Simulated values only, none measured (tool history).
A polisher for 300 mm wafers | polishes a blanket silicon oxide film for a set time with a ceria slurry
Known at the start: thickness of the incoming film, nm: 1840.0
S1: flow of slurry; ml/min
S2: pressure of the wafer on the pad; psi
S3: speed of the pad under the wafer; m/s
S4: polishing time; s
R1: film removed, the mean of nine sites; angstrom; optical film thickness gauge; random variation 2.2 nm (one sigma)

run 1 day=0.000 | S1=170 S2=3.6 S3=1.36 S4=33 | R1=2650.0
run 2 day=0.333 | S1=190 S2=3.6 S3=1.36 S4=33 | R1=2722.2
run 3 day=0.629 | S1=185 S2=3.5 S3=1.36 S4=33 | R1=2601.6
run 4 day=0.862 | S1=185 S2=3.5 S3=1.36 S4=33 | R1=2679.2
run 5 day=0.975 | S1=180 S2=3.4 S3=1.36 S4=33 | R1=2545.9
run 6 day=1.179 | S1=180 S2=3.4 S3=1.36 S4=33 | R1=2542.9

Run 7 comes next. What will it give?
run 7 day=1.542 | S1=175 S2=3.3 S3=1.36 S4=33 | R1=?

{"run 7": {"R1": 2442.9}}
